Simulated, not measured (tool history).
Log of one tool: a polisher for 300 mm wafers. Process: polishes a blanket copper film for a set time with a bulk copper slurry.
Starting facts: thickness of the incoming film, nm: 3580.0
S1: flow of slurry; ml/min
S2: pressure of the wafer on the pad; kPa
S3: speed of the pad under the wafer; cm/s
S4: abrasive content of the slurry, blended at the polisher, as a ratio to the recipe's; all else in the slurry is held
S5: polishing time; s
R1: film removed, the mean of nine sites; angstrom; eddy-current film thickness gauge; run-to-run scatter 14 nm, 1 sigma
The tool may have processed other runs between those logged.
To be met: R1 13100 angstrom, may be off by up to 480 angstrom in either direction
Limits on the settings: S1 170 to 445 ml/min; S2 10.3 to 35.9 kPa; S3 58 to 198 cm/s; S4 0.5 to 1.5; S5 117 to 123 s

| run | hour | S1 | S2 | S3 | S4 | S5 | R1 |
|---|---|---|---|---|---|---|---|
| 1 | 0 | 285 | 22.8 | 128 | 1 | 117 | 16211 |
| 2 | 4.8 | 285 | 22.8 | 144 | 1 | 117 | 18193 |
| 3 | 9 | 285 | 22.8 | 144 | 1.1 | 117 | 19091 |
| 4 | 12.1 | 285 | 20 | 144 | 1.1 | 117 | 16568 |
| 5 | 13.4 | 285 | 18.6 | 144 | 1.1 | 117 | 15524 |
| 6 | 20.1 | 285 | 18.6 | 144 | 1.1 | 123 | 16446 |
| 7 | 22.7 | 285 | 17.2 | 144 | 1.1 | 123 | 15372 |
| 8 | 25.3 | 285 | 15.9 | 144 | 1.1 | 123 | 13690 |

Below are 5 possible settings for the next run. Only one of them brings all results inside the allowed miss of their targets. Which is it?
| A | 27.9 | 290 | 17.2 | 138 | 1.15 | 118 | ? |
| B | 27.9 | 290 | 17.2 | 136 | 1.2 | 121 | ? |
| C | 27.9 | 275 | 15.9 | 144 | 0.95 | 119 | ? |
| D | 27.9 | 250 | 13.1 | 166 | 1.4 | 123 | ? |
| E | 27.9 | 325 | 13.1 | 174 | 1.3 | 117 | ? |

| move | R1 |
|---|---|
| A | 14157 |
| B | 14464 |
| C | 13033 |
| D | 14056 |
| E | 14101 |
A: further off than the last run
B: further off than the last run
C: every result within its allowed miss
D: further off than the last run
E: further off than the last run
So the answer is move C, the one that meets all the targets.
